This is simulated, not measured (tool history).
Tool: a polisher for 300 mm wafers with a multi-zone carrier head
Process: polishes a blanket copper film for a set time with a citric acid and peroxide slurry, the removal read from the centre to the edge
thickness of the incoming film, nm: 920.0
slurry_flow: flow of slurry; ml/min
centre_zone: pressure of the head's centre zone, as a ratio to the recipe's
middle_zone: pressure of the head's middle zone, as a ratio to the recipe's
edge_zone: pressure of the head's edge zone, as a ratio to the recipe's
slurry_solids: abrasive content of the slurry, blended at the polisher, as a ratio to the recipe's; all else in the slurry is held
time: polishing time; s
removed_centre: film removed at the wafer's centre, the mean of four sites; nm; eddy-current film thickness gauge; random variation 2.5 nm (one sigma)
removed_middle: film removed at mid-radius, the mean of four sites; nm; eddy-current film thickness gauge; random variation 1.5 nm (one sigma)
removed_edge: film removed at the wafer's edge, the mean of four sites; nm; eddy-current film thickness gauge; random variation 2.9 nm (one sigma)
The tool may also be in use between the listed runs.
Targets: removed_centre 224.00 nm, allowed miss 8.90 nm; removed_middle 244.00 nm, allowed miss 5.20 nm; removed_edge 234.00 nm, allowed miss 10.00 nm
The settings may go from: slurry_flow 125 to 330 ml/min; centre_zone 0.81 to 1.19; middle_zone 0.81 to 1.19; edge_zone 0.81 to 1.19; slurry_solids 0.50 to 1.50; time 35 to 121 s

{"run": 1, "hour": 0.0, "slurry_flow": 210, "centre_zone": 1.0, "middle_zone": 1.0, "edge_zone": 1.0, "slurry_solids": 1.0, "time": 78, "removed_centre": 150.98, "removed_middle": 149.19, "removed_edge": 149.73}
{"run": 2, "hour": 7.4, "slurry_flow": 210, "centre_zone": 1.0, "middle_zone": 1.0, "edge_zone": 1.0, "slurry_solids": 0.85, "time": 78, "removed_centre": 146.7, "removed_middle": 143.32, "removed_edge": 141.45}
{"run": 3, "hour": 15.2, "slurry_flow": 230, "centre_zone": 1.02, "middle_zone": 1.06, "edge_zone": 1.05, "slurry_solids": 1.05, "time": 82, "removed_centre": 165.9, "removed_middle": 168.22, "removed_edge": 160.24}
{"run": 4, "hour": 23.5, "slurry_flow": 235, "centre_zone": 1.01, "middle_zone": 1.08, "edge_zone": 1.08, "slurry_solids": 1.2, "time": 88, "removed_centre": 184.35, "removed_middle": 189.68, "removed_edge": 186.58}
{"run": 5, "hour": 32.4, "slurry_flow": 215, "centre_zone": 1.01, "middle_zone": 1.08, "edge_zone": 1.08, "slurry_solids": 1.2, "time": 88, "removed_centre": 181.23, "removed_middle": 189.84, "removed_edge": 181.67}
{"run": 6, "hour": 36.4, "slurry_flow": 215, "centre_zone": 1.01, "middle_zone": 1.08, "edge_zone": 1.08, "slurry_solids": 1.0, "time": 88, "removed_centre": 173.51, "removed_middle": 178.14, "removed_edge": 179.35}
{"run": 7, "hour": 38.6, "slurry_flow": 220, "centre_zone": 1.02, "middle_zone": 1.11, "edge_zone": 1.11, "slurry_solids": 1.15, "time": 91, "removed_centre": 192.64, "removed_middle": 199.05, "removed_edge": 192.11}
{"run": 8, "hour": 46.8, "slurry_flow": 250, "centre_zone": 0.94, "middle_zone": 1.11, "edge_zone": 1.19, "slurry_solids": 1.4, "time": 100, "removed_centre": 206.29, "removed_middle": 236.27, "removed_edge": 231.33}
{"run": 9, "hour": 50.6, "slurry_flow": 260, "centre_zone": 0.96, "middle_zone": 1.11, "edge_zone": 1.18, "slurry_solids": 1.4, "time": 100, "removed_centre": 210.22, "removed_middle": 233.72, "removed_edge": 233.36}

5 next moves are on the table. One of them brings every result within its allowed miss. Which?
{"run": "A", "hour": 54.4, "slurry_flow": 305, "centre_zone": 0.91, "middle_zone": 1.03, "edge_zone": 1.16, "slurry_solids": 1.35, "time": 103, "removed_centre": "?", "removed_middle": "?", "removed_edge": "?"}
{"run": "B", "hour": 54.4, "slurry_flow": 260, "centre_zone": 0.96, "middle_zone": 1.05, "edge_zone": 1.18, "slurry_solids": 1.4, "time": 99, "removed_centre": "?", "removed_middle": "?", "removed_edge": "?"}
{"run": "C", "hour": 54.4, "slurry_flow": 255, "centre_zone": 0.98, "middle_zone": 0.99, "edge_zone": 1.11, "slurry_solids": 1.25, "time": 108, "removed_centre": "?", "removed_middle": "?", "removed_edge": "?"}
{"run": "D", "hour": 54.4, "slurry_flow": 265, "centre_zone": 1.01, "middle_zone": 1.1, "edge_zone": 1.17, "slurry_solids": 1.35, "time": 97, "removed_centre": "?", "removed_middle": "?", "removed_edge": "?"}
{"run": "E", "hour": 54.4, "slurry_flow": 280, "centre_zone": 1.0, "middle_zone": 1.14, "edge_zone": 1.16, "slurry_solids": 1.3, "time": 103, "removed_centre": "?", "removed_middle": "?", "removed_edge": "?"}

move=A removed_centre=203.97 removed_middle=228.45 removed_edge=236.92
move=B removed_centre=205.16 removed_middle=221.61 removed_edge=228.93
move=C removed_centre=221.18 removed_middle=222.78 removed_edge=235.03
move=D removed_centre=210.12 removed_middle=224.20 removed_edge=221.43
move=E removed_centre=220.20 removed_middle=244.49 removed_edge=232.73
A: further off than the last run
B: further off than the last run
C: further off than the last run
D: further off than the last run
E: meets every target
Move E is the one to make.

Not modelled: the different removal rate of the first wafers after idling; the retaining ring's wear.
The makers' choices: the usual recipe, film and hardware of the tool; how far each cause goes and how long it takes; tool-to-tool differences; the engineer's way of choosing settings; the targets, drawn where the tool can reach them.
